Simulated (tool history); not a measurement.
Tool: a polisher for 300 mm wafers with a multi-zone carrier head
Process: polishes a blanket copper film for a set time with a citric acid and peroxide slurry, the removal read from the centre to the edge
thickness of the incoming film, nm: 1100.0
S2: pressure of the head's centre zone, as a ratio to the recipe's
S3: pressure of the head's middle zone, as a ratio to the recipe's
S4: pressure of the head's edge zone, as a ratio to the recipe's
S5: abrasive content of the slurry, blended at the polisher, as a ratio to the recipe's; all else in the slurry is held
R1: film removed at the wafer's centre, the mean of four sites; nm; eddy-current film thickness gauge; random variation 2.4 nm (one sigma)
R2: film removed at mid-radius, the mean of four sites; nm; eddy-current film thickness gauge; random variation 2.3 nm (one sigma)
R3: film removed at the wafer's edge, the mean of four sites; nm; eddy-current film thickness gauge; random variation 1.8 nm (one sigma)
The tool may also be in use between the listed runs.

Run 1, day 0.000: flow of slurry (ml/min) 180, S2 1.00, S3 1.00, S4 1.00, S5 1.00, polishing time (s) 65. Result: R1 145.68 nm, R2 145.67 nm, R3 143.44 nm.
Run 2, day 0.196: flow of slurry (ml/min) 195, S2 1.00, S3 1.05, S4 1.02, S5 1.10, polishing time (s) 66. Result: R1 153.52 nm, R2 158.10 nm, R3 152.42 nm.
Run 3, day 0.458: flow of slurry (ml/min) 195, S2 1.00, S3 1.05, S4 1.02, S5 1.10, polishing time (s) 78. Result: R1 177.27 nm, R2 184.10 nm, R3 181.42 nm.
Run 4, day 0.654: flow of slurry (ml/min) 195, S2 1.00, S3 1.05, S4 1.06, S5 1.10, polishing time (s) 78. Result: R1 181.30 nm, R2 187.83 nm, R3 182.27 nm.
Run 5, day 0.925: flow of slurry (ml/min) 195, S2 1.00, S3 1.01, S4 1.06, S5 1.10, polishing time (s) 78. Result: R1 181.11 nm, R2 184.29 nm, R3 180.74 nm.
Run 6, day 1.192: flow of slurry (ml/min) 195, S2 1.00, S3 1.01, S4 1.06, S5 1.30, polishing time (s) 78. Result: R1 189.35 nm, R2 188.55 nm, R3 190.22 nm.

Forecast run 7:
Run 7, day 1.438: flow of slurry (ml/min) 200, S2 1.01, S3 1.06, S4 1.04, S5 1.15, polishing time (s) 78. Result: R1 ?, R2 ?, R3 ?.

R1: 185.50 nm
R2: 188.26 nm
R3: 184.48 nm
